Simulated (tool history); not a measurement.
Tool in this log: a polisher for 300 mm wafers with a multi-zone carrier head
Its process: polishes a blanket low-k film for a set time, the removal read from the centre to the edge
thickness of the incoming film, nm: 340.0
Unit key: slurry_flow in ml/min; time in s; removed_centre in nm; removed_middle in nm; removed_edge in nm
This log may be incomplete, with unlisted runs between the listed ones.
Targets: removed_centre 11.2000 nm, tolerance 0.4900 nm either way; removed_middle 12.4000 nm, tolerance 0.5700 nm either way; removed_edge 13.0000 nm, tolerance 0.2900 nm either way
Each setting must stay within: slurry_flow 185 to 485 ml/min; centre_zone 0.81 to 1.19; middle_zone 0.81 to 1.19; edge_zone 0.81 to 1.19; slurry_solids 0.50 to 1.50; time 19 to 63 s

run,hour,slurry_flow,centre_zone,middle_zone,edge_zone,slurry_solids,time,removed_centre,removed_middle,removed_edge
1,0.0,310,1.00,1.00,1.00,1.00,41,11.1670,11.1400,10.8590
2,3.5,310,1.00,1.00,1.00,1.20,41,12.2860,11.9910,11.9430
3,6.7,310,0.99,1.00,1.01,1.20,41,11.9370,12.1430,12.0640
4,10.3,310,0.99,1.00,1.08,1.20,41,12.2840,12.1390,12.3550
5,12.3,310,0.99,1.00,1.08,1.20,32,9.4197,9.2987,9.6799
6,14.4,310,0.98,1.00,1.09,1.25,33,9.7897,10.1340,10.2050
7,18.7,310,0.97,0.99,1.10,1.30,33,10.0420,9.9349,10.3800
8,26.9,310,0.96,0.99,1.11,1.30,34,10.3950,10.1890,10.8870
9,31.2,345,0.88,1.09,1.19,1.50,35,10.3720,11.7040,12.3370

Of the 5 settings listed for the next run, only one would bring every result within its allowed miss of target. Which one?
A,35.5,425,1.07,1.00,1.13,1.50,32,?,?,?
B,35.5,355,0.86,1.19,1.13,1.50,38,?,?,?
C,35.5,250,0.91,1.08,1.19,1.50,38,?,?,?
D,35.5,415,0.88,1.06,1.19,1.30,36,?,?,?
E,35.5,465,0.95,1.03,1.04,1.50,36,?,?,?

move,removed_centre,removed_middle,removed_edge
A,11.2340,10.5470,11.1130
B,11.0710,13.9210,13.0430
C,11.1830,12.6340,13.1060
D,10.1870,11.6220,12.0900
E,11.5610,12.1760,12.0410
A: moves away from the targets compared with the last run
B: brings the result that was furthest off to its target, and leaves another outside
C: each result inside its tolerance
D: moves away from the targets compared with the last run
E: moves away from the targets compared with the last run
Move C is the one to make.

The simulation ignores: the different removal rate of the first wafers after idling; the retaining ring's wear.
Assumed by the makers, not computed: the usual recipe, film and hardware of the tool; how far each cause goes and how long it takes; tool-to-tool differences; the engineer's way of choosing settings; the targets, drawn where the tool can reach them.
